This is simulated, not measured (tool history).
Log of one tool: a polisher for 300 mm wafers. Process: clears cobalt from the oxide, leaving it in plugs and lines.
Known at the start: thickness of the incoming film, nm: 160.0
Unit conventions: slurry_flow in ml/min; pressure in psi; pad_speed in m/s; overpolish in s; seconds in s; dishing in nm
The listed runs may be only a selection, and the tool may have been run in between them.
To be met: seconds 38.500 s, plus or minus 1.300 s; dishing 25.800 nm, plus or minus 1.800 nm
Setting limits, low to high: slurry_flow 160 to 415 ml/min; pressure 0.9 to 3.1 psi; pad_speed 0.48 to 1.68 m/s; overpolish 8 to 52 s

run  hour  slurry_flow  pressure  pad_speed  overpolish  seconds  dishing
  1   0.0          265       2.0       1.08          26   29.334   26.057
  2   5.1          265       2.0       1.08          22   28.485   25.357
  3  11.0          265       2.0       1.08          13   28.768   24.238
  4  15.1          265       2.0       1.08           8   29.289   20.740
  5  18.3          265       2.0       1.34           8   24.541   21.079
  6  23.6          265       1.8       1.32          13   27.629   23.286
  7  32.0          265       1.6       1.32          14   31.540   24.363
  8  38.7          265       1.5       1.32          14   32.590   23.771
  9  40.6          265       1.4       1.32          16   35.018   23.777
 10  44.8          265       1.4       1.32          18   35.592   23.867
 11  50.0          265       1.4       1.32          21   35.313   25.603

Pick the move, out of 5, that brings all results within their allowed miss; only one does.
  A  55.2          170       1.4       1.56          20        ?        ?
  B  55.2          295       1.4       1.50          15        ?        ?
  C  55.2          325       1.3       1.14          21        ?        ?
  D  55.2          315       1.2       1.38          24        ?        ?
  E  55.2          275       1.4       1.42          27        ?        ?

move  seconds  dishing
   A   31.809   24.398
   B   31.236   23.606
   C   41.305   23.925
   D   38.498   24.475
   E   32.826   24.806
A: its largest miss is bigger than the last run's
B: its largest miss is bigger than the last run's
C: takes the biggest miss from the last run beyond its target
D: all results in spec
E: its largest miss is bigger than the last run's
Go with D: it meets all targets.
